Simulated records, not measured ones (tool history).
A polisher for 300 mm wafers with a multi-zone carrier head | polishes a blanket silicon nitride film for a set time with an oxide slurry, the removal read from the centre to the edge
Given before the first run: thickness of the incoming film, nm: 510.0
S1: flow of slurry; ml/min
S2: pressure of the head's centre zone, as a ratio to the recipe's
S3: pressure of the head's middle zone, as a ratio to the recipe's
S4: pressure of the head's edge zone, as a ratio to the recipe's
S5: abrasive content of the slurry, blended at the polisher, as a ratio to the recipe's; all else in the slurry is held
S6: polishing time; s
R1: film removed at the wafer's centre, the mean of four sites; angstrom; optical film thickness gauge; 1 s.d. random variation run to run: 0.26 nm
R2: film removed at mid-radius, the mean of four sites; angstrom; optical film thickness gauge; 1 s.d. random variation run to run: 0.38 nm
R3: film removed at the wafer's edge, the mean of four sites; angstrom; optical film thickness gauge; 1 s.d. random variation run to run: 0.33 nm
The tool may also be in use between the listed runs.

run	hour	S1	S2	S3	S4	S5	S6	R1	R2	R3
1	0.0	130	1.00	1.00	1.00	1.00	89	473.54	427.58	435.37
2	4.5	130	1.00	1.07	1.00	1.00	89	472.71	458.09	435.60
3	7.8	130	1.00	1.07	1.03	1.00	89	479.72	461.59	442.61
4	13.8	130	1.01	1.08	1.00	0.95	89	463.53	448.15	419.16
5	17.8	110	1.01	1.08	1.00	0.95	89	448.54	427.01	415.43
6	20.9	110	1.02	1.09	0.98	0.95	89	458.23	436.93	413.92

What will run 7 give?
7	22.6	110	1.02	1.09	0.96	0.90	89	?	?	?

Run 7 came out at R1 440.73 angstrom, R2 420.47 angstrom, R3 394.29 angstrom.
